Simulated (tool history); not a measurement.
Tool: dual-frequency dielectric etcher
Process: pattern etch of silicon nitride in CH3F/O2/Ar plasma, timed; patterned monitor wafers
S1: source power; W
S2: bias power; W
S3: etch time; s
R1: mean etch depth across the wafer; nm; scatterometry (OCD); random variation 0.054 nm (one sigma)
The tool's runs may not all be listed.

{"run": 1, "hour": 0.0, "S1": 450, "S2": 89, "S3": 39.5, "R1": 25.831}
{"run": 2, "hour": 2.3, "S1": 450, "S2": 97, "S3": 39.5, "R1": 26.519}
{"run": 3, "hour": 9.3, "S1": 420, "S2": 97, "S3": 39.5, "R1": 25.979}
{"run": 4, "hour": 10.3, "S1": 400, "S2": 97, "S3": 39.5, "R1": 25.497}
{"run": 5, "hour": 13.9, "S1": 400, "S2": 97, "S3": 39.5, "R1": 25.462}
{"run": 6, "hour": 16.6, "S1": 400, "S2": 97, "S3": 36.5, "R1": 23.575}

Run 7 comes next. What will it give?
{"run": 7, "hour": 25.3, "S1": 410, "S2": 97, "S3": 36.5, "R1": "?"}

{"run 7": {"R1": 23.921}}
